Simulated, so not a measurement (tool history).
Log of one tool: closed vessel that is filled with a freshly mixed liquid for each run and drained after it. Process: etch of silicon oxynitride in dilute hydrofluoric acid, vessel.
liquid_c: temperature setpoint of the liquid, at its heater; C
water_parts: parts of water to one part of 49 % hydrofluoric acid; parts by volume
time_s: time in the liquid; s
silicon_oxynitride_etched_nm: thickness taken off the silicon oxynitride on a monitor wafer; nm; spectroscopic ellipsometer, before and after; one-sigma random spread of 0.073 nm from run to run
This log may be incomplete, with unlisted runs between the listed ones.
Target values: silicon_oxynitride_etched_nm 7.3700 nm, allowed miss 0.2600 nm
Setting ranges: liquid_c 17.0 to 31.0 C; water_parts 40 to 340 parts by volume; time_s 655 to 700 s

run,hour,liquid_c,water_parts,time_s,silicon_oxynitride_etched_nm
1,0.0,23.0,190,655,12.4390
2,0.9,23.0,145,655,16.8200
3,5.3,21.5,170,655,13.1170
4,5.8,20.5,185,655,11.2310
5,12.4,20.5,185,655,11.3950
6,14.7,17.0,185,655,9.6857
7,15.9,17.0,195,655,9.0109
8,21.9,17.0,205,655,8.5153
9,29.2,17.0,210,655,8.3211
10,34.7,17.0,215,655,8.0829
11,37.8,17.0,220,655,7.9434
12,42.9,17.0,225,655,7.7402

Pick the move, out of 5, that brings all results within their allowed miss; only one does.
A,48.0,18.5,245,700,?
B,48.0,17.5,225,685,?
C,48.0,17.0,225,685,?
D,48.0,17.0,220,685,?
E,48.0,17.0,245,685,?

move,silicon_oxynitride_etched_nm
A,8.0775
B,8.3198
C,8.1267
D,8.3366
E,7.3744
A: its largest miss is bigger than the last run's
B: its largest miss is bigger than the last run's
C: its largest miss is bigger than the last run's
D: its largest miss is bigger than the last run's
E: all results land within tolerance of their targets
E is the move that brings every result within its allowed miss.

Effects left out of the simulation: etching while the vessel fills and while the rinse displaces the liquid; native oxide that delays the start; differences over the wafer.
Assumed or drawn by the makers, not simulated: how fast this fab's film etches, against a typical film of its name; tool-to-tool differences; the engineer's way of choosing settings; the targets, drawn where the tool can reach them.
